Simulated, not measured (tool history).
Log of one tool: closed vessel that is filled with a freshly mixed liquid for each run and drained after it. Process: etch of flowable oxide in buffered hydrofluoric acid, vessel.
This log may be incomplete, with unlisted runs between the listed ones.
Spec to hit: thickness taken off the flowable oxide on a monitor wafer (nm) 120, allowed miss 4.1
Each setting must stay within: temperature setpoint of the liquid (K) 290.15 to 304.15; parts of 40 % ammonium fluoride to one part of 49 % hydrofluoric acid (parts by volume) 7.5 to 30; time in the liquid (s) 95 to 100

| run | hour | temperature setpoint of the liquid (K) | parts of 40 % ammonium fluoride to one part of 49 % hydrofluoric acid (parts by volume) | time in the liquid (s) | thickness taken off the flowable oxide on a monitor wafer (nm) |
|---|---|---|---|---|---|
| 1 | 0 | 296.15 | 21 | 95 | 186.77 |
| 2 | 2.4 | 294.65 | 22 | 95 | 160.4 |
| 3 | 10.9 | 293.65 | 22 | 95 | 156.13 |
| 4 | 11.7 | 293.65 | 18.5 | 95 | 183.57 |
| 5 | 18.8 | 292.65 | 20 | 95 | 157.87 |
|  | 20 | hydrofluoric acid flow meter replaced |
| 6 | 20 | 291.15 | 20 | 95 | 137.19 |
| 7 | 25 | 291.15 | 20 | 95 | 140.73 |
| 8 | 32.3 | 291.15 | 20.5 | 95 | 133.95 |

Below are 4 possible settings for the next run. Only one of them brings all results inside the allowed miss of their targets. Which is it?
| A | 39.6 | 290.65 | 21.5 | 100 | ? |
| B | 39.6 | 290.65 | 20 | 100 | ? |
| C | 39.6 | 290.15 | 19 | 95 | ? |
| D | 39.6 | 292.65 | 27.5 | 95 | ? |

| move | thickness taken off the flowable oxide on a monitor wafer (nm) |
|---|---|
| A | 132.51 |
| B | 139.29 |
| C | 135.29 |
| D | 118.95 |
A: nearer the targets than the last run, but a result is still out of spec
B: misses by more than the last run did
C: misses by more than the last run did
D: all results land within tolerance of their targets
Answer: D

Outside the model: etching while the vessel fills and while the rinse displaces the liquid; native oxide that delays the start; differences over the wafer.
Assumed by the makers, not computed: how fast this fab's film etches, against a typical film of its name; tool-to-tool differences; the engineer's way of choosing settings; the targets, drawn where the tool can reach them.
